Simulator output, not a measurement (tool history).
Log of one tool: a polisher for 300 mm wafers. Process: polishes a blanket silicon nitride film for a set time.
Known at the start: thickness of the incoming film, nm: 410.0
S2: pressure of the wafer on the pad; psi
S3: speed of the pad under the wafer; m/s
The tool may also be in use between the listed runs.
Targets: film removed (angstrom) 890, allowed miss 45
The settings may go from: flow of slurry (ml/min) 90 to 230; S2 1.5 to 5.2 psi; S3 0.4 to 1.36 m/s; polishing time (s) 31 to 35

{"run": 1, "hour": 0.0, "flow of slurry (ml/min)": 150, "S2": 3.3, "S3": 0.88, "polishing time (s)": 35, "film removed (angstrom)": 565.8}
{"run": 2, "hour": 5.1, "flow of slurry (ml/min)": 150, "S2": 3.3, "S3": 1.02, "polishing time (s)": 35, "film removed (angstrom)": 618.12}
{"run": 3, "hour": 13.1, "flow of slurry (ml/min)": 150, "S2": 3.6, "S3": 1.04, "polishing time (s)": 35, "film removed (angstrom)": 698.81}
{"run": 4, "hour": 22.1, "flow of slurry (ml/min)": 150, "S2": 3.6, "S3": 1.04, "polishing time (s)": 35, "film removed (angstrom)": 707.86}
{"run": 5, "hour": 29.8, "flow of slurry (ml/min)": 150, "S2": 3.8, "S3": 1.04, "polishing time (s)": 35, "film removed (angstrom)": 731.31}
{"run": 6, "hour": 33.0, "flow of slurry (ml/min)": 120, "S2": 3.8, "S3": 1.04, "polishing time (s)": 35, "film removed (angstrom)": 673.07}
{"run": 7, "hour": 33.9, "flow of slurry (ml/min)": 135, "S2": 3.9, "S3": 1.04, "polishing time (s)": 35, "film removed (angstrom)": 736.16}
{"run": 8, "hour": 35.6, "flow of slurry (ml/min)": 145, "S2": 4, "S3": 1.04, "polishing time (s)": 35, "film removed (angstrom)": 744.87}

Which of these 4 next moves meets every target?
{"run": "A", "hour": 37.3, "flow of slurry (ml/min)": 130, "S2": 4.7, "S3": 1.1, "polishing time (s)": 35, "film removed (angstrom)": "?"}
{"run": "B", "hour": 37.3, "flow of slurry (ml/min)": 140, "S2": 4.6, "S3": 0.98, "polishing time (s)": 33, "film removed (angstrom)": "?"}
{"run": "C", "hour": 37.3, "flow of slurry (ml/min)": 150, "S2": 3.9, "S3": 1.18, "polishing time (s)": 34, "film removed (angstrom)": "?"}
{"run": "D", "hour": 37.3, "flow of slurry (ml/min)": 165, "S2": 4.3, "S3": 0.96, "polishing time (s)": 35, "film removed (angstrom)": "?"}

move=A film_removed_(angstrom)=869.52
move=B film_removed_(angstrom)=748.47
move=C film_removed_(angstrom)=794.33
move=D film_removed_(angstrom)=766.67
A: meets every target
B: as far off as the last run
C: nearer than the last run, and not there yet
D: nearer than the last run, and not there yet
The right move is A.

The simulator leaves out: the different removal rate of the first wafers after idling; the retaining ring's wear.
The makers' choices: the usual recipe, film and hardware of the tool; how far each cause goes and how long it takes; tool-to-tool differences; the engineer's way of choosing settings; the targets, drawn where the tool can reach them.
